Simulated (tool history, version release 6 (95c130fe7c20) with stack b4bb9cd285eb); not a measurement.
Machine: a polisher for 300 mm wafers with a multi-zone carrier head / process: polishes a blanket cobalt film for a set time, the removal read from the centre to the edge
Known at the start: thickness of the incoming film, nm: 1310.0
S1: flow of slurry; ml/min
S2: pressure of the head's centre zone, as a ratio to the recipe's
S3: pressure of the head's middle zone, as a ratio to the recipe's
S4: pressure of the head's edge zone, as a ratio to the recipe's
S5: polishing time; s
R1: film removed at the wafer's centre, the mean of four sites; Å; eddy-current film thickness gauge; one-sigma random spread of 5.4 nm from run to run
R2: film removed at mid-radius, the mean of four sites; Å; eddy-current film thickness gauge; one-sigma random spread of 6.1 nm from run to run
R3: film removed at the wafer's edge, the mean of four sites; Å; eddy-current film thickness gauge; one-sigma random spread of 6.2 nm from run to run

| run | hour | S1 | S2 | S3 | S4 | S5 | R1 | R2 | R3 |
|---|---|---|---|---|---|---|---|---|---|
| 1 | 0 | 210 | 1 | 1 | 1 | 82 | 3466.3 | 3361.4 | 3605.1 |
| 2 | 4.8 | 210 | 0.96 | 1 | 1 | 82 | 3328.9 | 3416.8 | 3631.1 |
| 3 | 6.5 | 220 | 0.98 | 1.04 | 1.01 | 87 | 3585.6 | 3687 | 3855.3 |
| 4 | 9.2 | 225 | 0.99 | 1.07 | 1 | 93 | 3872.1 | 4104.5 | 4197.7 |
| 5 | 17.7 | 225 | 0.99 | 1.07 | 0.96 | 93 | 3918.7 | 4118.8 | 4200 |
| 6 | 18.4 | 225 | 0.99 | 1.07 | 0.99 | 93 | 3978.4 | 4110.5 | 4196.9 |
| 7 | 20.1 | 230 | 1 | 1.1 | 0.99 | 96 | 4205.7 | 4261.9 | 4314.2 |
| 8 | 25.1 | 255 | 0.96 | 1.19 | 0.97 | 111 | 4616.7 | 5517.8 | 4983.5 |
| 9 | 33.4 | 255 | 0.96 | 1.19 | 0.97 | 111 | 4481.4 | 5484.9 | 4972.5 |

Forecast run 10:
|  | 36.4 | edge zone pressure recalibrated |
| 10 | 36.4 | 255 | 0.97 | 1.18 | 0.97 | 110 | ? | ? | ? |

{"run 10": {"R1": 4616.9, "R2": 5323.2, "R3": 4756.2}}

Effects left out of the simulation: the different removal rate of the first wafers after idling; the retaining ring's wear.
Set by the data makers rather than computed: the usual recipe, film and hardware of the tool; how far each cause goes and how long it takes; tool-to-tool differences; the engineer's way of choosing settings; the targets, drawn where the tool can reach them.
